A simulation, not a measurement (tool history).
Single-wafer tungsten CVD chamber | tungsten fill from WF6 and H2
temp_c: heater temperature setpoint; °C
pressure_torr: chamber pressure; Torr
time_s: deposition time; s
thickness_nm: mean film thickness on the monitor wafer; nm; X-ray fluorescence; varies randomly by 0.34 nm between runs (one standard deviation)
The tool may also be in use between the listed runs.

{"run": 1, "hour": 0.0, "temp_c": 385, "pressure_torr": 49.3, "time_s": 37.7, "thickness_nm": 128.18}
{"run": 2, "hour": 1.2, "temp_c": 387, "pressure_torr": 49.3, "time_s": 37.7, "thickness_nm": 131.97}
{"run": 3, "hour": 7.7, "temp_c": 387, "pressure_torr": 42.5, "time_s": 37.7, "thickness_nm": 124.42}
{"run": 4, "hour": 12.2, "temp_c": 377, "pressure_torr": 42.5, "time_s": 37.7, "thickness_nm": 103.01}
{"run": 5, "hour": 16.2, "temp_c": 377, "pressure_torr": 42.5, "time_s": 38.9, "thickness_nm": 105.71}
{"hour": 17.4, "done": "thermocouple changed; heater temperature recalibrated"}
{"run": 6, "hour": 17.4, "temp_c": 377, "pressure_torr": 42.5, "time_s": 38.9, "thickness_nm": 95.765}

For run 7, what comes out?
{"run": 7, "hour": 19.4, "temp_c": 379, "pressure_torr": 42.5, "time_s": 38.9, "thickness_nm": "?"}

{"run 7": {"thickness_nm": 99.498}}
